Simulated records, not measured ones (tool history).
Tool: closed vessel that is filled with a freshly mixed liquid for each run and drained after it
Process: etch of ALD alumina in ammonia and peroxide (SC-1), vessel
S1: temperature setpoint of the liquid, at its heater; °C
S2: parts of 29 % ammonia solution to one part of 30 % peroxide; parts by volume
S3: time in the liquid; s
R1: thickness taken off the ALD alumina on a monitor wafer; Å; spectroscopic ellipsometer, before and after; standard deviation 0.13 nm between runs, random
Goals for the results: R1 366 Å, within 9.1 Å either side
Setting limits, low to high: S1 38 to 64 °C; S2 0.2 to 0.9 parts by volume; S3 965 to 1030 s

| run | hour | S1 | S2 | S3 | R1 |
|---|---|---|---|---|---|
| 1 | 0 | 48 | 0.5 | 965 | 443.6 |
| 2 | 8.2 | 48 | 0.4 | 965 | 434.37 |
| 3 | 12.7 | 47 | 0.4 | 965 | 412.18 |
| 4 | 16.6 | 47 | 0.5 | 965 | 418.67 |
| 5 | 17.6 | 51.5 | 0.5 | 965 | 535.8 |
| 6 | 22.7 | 51.5 | 0.5 | 965 | 538.19 |
| 7 | 24.7 | 51.5 | 0.5 | 965 | 538.72 |
| 8 | 30.6 | 49.5 | 0.5 | 965 | 480.05 |
| 9 | 32.7 | 48.5 | 0.5 | 965 | 459.6 |
| 10 | 41.8 | 47.5 | 0.5 | 965 | 432.75 |
| 11 | 49.6 | 44 | 0.5 | 965 | 355.73 |
| 12 | 53.6 | 44 | 0.5 | 965 | 354.4 |

Pick the move, out of 5, that brings all results within their allowed miss; only one does.
| A | 57.6 | 43 | 0.5 | 990 | ? |
| B | 57.6 | 43.5 | 0.2 | 1015 | ? |
| C | 57.6 | 43 | 0.6 | 1030 | ? |
| D | 57.6 | 45.5 | 0.55 | 965 | ? |
| E | 57.6 | 43 | 0.55 | 965 | ? |

| move | R1 |
|---|---|
| A | 344.11 |
| B | 332.67 |
| C | 364.29 |
| D | 390.58 |
| E | 338.48 |
A: further off than the last run
B: further off than the last run
C: in spec on every target
D: takes the result that was furthest off past its target
E: further off than the last run
C is the move that brings every result within its allowed miss.
